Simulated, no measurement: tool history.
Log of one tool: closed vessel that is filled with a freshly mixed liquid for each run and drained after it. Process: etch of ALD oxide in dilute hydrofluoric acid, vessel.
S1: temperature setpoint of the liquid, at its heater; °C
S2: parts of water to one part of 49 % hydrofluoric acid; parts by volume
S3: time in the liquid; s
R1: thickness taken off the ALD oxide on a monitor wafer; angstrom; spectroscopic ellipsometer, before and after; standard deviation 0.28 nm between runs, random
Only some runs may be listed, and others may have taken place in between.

{"run": 1, "hour": 0.0, "S1": 24, "S2": 90, "S3": 500, "R1": 675.17}
{"run": 2, "hour": 6.6, "S1": 23, "S2": 90, "S3": 500, "R1": 640.27}
{"run": 3, "hour": 11.7, "S1": 22.5, "S2": 90, "S3": 500, "R1": 630.27}
{"run": 4, "hour": 19.6, "S1": 22, "S2": 90, "S3": 500, "R1": 625.19}
{"run": 5, "hour": 26.4, "S1": 22, "S2": 90, "S3": 540, "R1": 673.98}
{"run": 6, "hour": 35.3, "S1": 23.5, "S2": 90, "S3": 540, "R1": 712.45}
{"run": 7, "hour": 41.4, "S1": 19.5, "S2": 95, "S3": 540, "R1": 575.12}
{"run": 8, "hour": 49.2, "S1": 19.5, "S2": 95, "S3": 540, "R1": 568.3}

Predict the results of run 9:
{"run": 9, "hour": 57.5, "S1": 19, "S2": 95, "S3": 540, "R1": "?"}

Run 9 produced R1 558.66 angstrom.
